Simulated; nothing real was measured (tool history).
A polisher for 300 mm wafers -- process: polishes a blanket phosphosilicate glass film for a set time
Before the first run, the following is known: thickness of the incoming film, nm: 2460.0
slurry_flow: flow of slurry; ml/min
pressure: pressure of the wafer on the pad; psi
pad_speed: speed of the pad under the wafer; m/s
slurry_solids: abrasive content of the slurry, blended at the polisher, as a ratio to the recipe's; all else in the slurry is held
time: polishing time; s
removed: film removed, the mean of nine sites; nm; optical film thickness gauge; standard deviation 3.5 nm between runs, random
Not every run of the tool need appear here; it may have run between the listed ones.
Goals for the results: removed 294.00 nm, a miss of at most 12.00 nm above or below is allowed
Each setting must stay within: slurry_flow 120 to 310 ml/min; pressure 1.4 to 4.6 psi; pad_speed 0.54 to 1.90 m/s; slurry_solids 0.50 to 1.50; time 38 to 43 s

| run | day | slurry_flow | pressure | pad_speed | slurry_solids | time | removed |
|---|---|---|---|---|---|---|---|
| 1 | 0.000 | 200 | 3.0 | 1.22 | 1.00 | 43 | 362.27 |
| 2 | 0.217 | 200 | 3.0 | 1.22 | 1.00 | 43 | 366.15 |
| 3 | 0.279 | 200 | 2.9 | 1.22 | 1.00 | 43 | 347.03 |
| 4 | 0.642 | 200 | 2.8 | 1.22 | 1.00 | 43 | 345.61 |
| 5 | 1.012 | 200 | 2.8 | 1.22 | 1.00 | 43 | 345.12 |
| 6 | 1.125 | 200 | 3.5 | 1.22 | 1.00 | 43 | 409.76 |
| 7 | 1.304 | 200 | 3.2 | 1.20 | 1.00 | 43 | 377.86 |
| 8 | 1.346 | 200 | 3.0 | 1.20 | 1.00 | 43 | 363.65 |
| 9 | 1.388 | 195 | 2.2 | 1.16 | 1.00 | 43 | 279.53 |

Which single option among these 4 for the next run brings every result within its allowed miss of target? Just one does.
| A | 1.429 | 225 | 2.3 | 1.04 | 1.20 | 43 | ? |
| B | 1.429 | 215 | 2.4 | 1.12 | 1.05 | 38 | ? |
| C | 1.429 | 170 | 2.4 | 1.04 | 0.95 | 43 | ? |
| D | 1.429 | 190 | 2.2 | 1.10 | 0.90 | 42 | ? |

| move | removed |
|---|---|
| A | 287.71 |
| B | 263.21 |
| C | 261.36 |
| D | 251.96 |
A: hits every target within its allowed miss
B: lands further from the targets than the last run did
C: lands further from the targets than the last run did
D: lands further from the targets than the last run did
The right move is A.
